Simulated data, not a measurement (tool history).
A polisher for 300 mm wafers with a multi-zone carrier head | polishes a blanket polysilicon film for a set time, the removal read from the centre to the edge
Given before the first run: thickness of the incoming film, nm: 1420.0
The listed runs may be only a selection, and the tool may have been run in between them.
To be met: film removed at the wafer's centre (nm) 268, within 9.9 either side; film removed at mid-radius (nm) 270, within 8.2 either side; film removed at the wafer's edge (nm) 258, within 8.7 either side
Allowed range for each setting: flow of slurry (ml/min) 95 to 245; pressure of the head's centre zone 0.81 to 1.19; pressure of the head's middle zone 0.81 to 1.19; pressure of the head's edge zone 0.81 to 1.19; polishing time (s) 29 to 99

| run | day | flow of slurry (ml/min) | pressure of the head's centre zone | pressure of the head's middle zone | pressure of the head's edge zone | polishing time (s) | film removed at the wafer's centre (nm) | film removed at mid-radius (nm) | film removed at the wafer's edge (nm) |
|---|---|---|---|---|---|---|---|---|---|
| 1 | 0 | 155 | 1 | 1 | 1 | 64 | 457.64 | 452.43 | 455.31 |
| 2 | 0.138 | 155 | 1 | 1 | 1.06 | 64 | 457.75 | 444.01 | 464.94 |
| 3 | 0.35 | 170 | 1 | 1 | 1.06 | 64 | 450.12 | 460.02 | 474.89 |
| 4 | 0.425 | 165 | 0.99 | 1 | 1.04 | 61 | 435.26 | 438.92 | 444.22 |
| 5 | 0.675 | 165 | 0.99 | 1 | 1.04 | 69 | 492.92 | 487.27 | 503.65 |
| 6 | 0.908 | 160 | 0.99 | 0.99 | 1.02 | 65 | 449.77 | 459.05 | 470.34 |
| 7 | 1.133 | 155 | 0.99 | 0.99 | 1.01 | 61 | 414.7 | 423.1 | 443.12 |
| 8 | 1.421 | 155 | 1 | 1 | 1 | 57 | 406.21 | 397.57 | 403.09 |
| 9 | 1.758 | 155 | 1 | 1 | 0.99 | 54 | 378.7 | 382.14 | 380.49 |
| 10 | 2.05 | 140 | 1.02 | 0.92 | 0.89 | 36 | 257.6 | 232.03 | 239.92 |
| 11 | 2.421 | 140 | 1.02 | 0.92 | 0.89 | 36 | 255.35 | 233.12 | 236.59 |
| 12 | 2.767 | 145 | 1.01 | 0.93 | 0.89 | 36 | 249.52 | 235.11 | 237.39 |
| 13 | 3.088 | 150 | 1.01 | 0.94 | 0.9 | 36 | 254.87 | 236.68 | 242.77 |
| 14 | 3.162 | 150 | 1.01 | 0.95 | 0.9 | 36 | 254.69 | 243.56 | 244.55 |
| 15 | 3.5 | 155 | 1.01 | 0.96 | 0.9 | 36 | 255.24 | 245.96 | 245.34 |
| 16 | 3.642 | 155 | 1.01 | 0.96 | 0.9 | 36 | 257.97 | 245.12 | 241.23 |

4 candidate next runs follow, results not yet known. Just one meets every target within its allowed miss. Identify it.
| A | 3.783 | 165 | 0.99 | 1 | 0.89 | 38 | ? | ? | ? |
| B | 3.783 | 125 | 0.88 | 0.86 | 0.94 | 42 | ? | ? | ? |
| C | 3.783 | 160 | 1.01 | 0.93 | 0.9 | 41 | ? | ? | ? |
| D | 3.783 | 165 | 1.07 | 0.98 | 0.86 | 39 | ? | ? | ? |

| move | film removed at the wafer's centre (nm) | film removed at mid-radius (nm) | film removed at the wafer's edge (nm) |
|---|---|---|---|
| A | 269.52 | 270.13 | 257.57 |
| B | 246.48 | 247.66 | 279.96 |
| C | 294.61 | 272.59 | 278.4 |
| D | 299.09 | 272.45 | 260.34 |
A: hits every target within its allowed miss
B: closes in on the targets versus the last run, not all within tolerance yet
C: brings the last run's worst result on target, with another outside its allowed miss
D: brings the last run's worst result on target, with another outside its allowed miss
Go with A: it meets all targets.
